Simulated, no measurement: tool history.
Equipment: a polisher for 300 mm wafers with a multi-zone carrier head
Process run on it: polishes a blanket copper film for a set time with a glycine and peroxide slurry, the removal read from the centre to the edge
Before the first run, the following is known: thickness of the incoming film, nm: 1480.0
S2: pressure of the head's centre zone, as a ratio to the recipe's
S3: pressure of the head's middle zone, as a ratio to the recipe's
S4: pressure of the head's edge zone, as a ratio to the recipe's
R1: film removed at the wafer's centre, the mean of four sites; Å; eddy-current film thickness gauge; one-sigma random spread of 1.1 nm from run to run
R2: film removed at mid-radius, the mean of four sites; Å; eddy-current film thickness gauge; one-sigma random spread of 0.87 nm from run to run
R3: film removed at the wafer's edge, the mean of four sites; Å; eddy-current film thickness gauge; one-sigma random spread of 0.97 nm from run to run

{"run": 1, "hour": 0.0, "flow of slurry (ml/min)": 285, "S2": 1, "S3": 1, "S4": 1, "polishing time (s)": 44, "R1": 1887.1, "R2": 1835, "R3": 1842.5}
{"run": 2, "hour": 1.7, "flow of slurry (ml/min)": 275, "S2": 0.96, "S3": 0.97, "S4": 0.97, "polishing time (s)": 41, "R1": 1672.1, "R2": 1662.1, "R3": 1676.3}
{"run": 3, "hour": 3.1, "flow of slurry (ml/min)": 275, "S2": 0.96, "S3": 0.97, "S4": 0.97, "polishing time (s)": 46, "R1": 1877.4, "R2": 1843, "R3": 1913.6}
{"run": 4, "hour": 5.4, "flow of slurry (ml/min)": 265, "S2": 0.93, "S3": 0.95, "S4": 0.95, "polishing time (s)": 43, "R1": 1696.8, "R2": 1705.1, "R3": 1754.6}
{"run": 5, "hour": 6.6, "flow of slurry (ml/min)": 255, "S2": 0.9, "S3": 0.93, "S4": 0.94, "polishing time (s)": 40, "R1": 1509.2, "R2": 1543.5, "R3": 1625.2}
{"run": 6, "hour": 12.4, "flow of slurry (ml/min)": 250, "S2": 0.88, "S3": 0.92, "S4": 0.92, "polishing time (s)": 38, "R1": 1408, "R2": 1443.8, "R3": 1519.3}
{"run": 7, "hour": 21.2, "flow of slurry (ml/min)": 240, "S2": 0.86, "S3": 0.91, "S4": 0.9, "polishing time (s)": 37, "R1": 1347, "R2": 1402.1, "R3": 1483.9}
{"run": 8, "hour": 24.8, "flow of slurry (ml/min)": 235, "S2": 0.85, "S3": 0.91, "S4": 0.89, "polishing time (s)": 36, "R1": 1253.9, "R2": 1338.1, "R3": 1414}
{"run": 9, "hour": 33.1, "flow of slurry (ml/min)": 230, "S2": 0.85, "S3": 0.91, "S4": 0.87, "polishing time (s)": 36, "R1": 1280.5, "R2": 1363.7, "R3": 1406.4}
{"run": 10, "hour": 35.9, "flow of slurry (ml/min)": 225, "S2": 0.84, "S3": 0.9, "S4": 0.86, "polishing time (s)": 35, "R1": 1224.9, "R2": 1302.4, "R3": 1382.5}
{"run": 11, "hour": 41.6, "flow of slurry (ml/min)": 225, "S2": 0.84, "S3": 0.9, "S4": 0.85, "polishing time (s)": 35, "R1": 1252.2, "R2": 1300.8, "R3": 1361.3}
{"run": 12, "hour": 47.9, "flow of slurry (ml/min)": 195, "S2": 0.81, "S3": 0.9, "S4": 0.85, "polishing time (s)": 33, "R1": 1093.5, "R2": 1183.6, "R3": 1262.3}

Run 13, settings as shown, results not yet in. Your forecast:
{"run": 13, "hour": 49.2, "flow of slurry (ml/min)": 205, "S2": 0.81, "S3": 0.9, "S4": 0.85, "polishing time (s)": 33, "R1": "?", "R2": "?", "R3": "?"}

Run 13 came out at R1 1105.5 Å, R2 1200 Å, R3 1259.8 Å.

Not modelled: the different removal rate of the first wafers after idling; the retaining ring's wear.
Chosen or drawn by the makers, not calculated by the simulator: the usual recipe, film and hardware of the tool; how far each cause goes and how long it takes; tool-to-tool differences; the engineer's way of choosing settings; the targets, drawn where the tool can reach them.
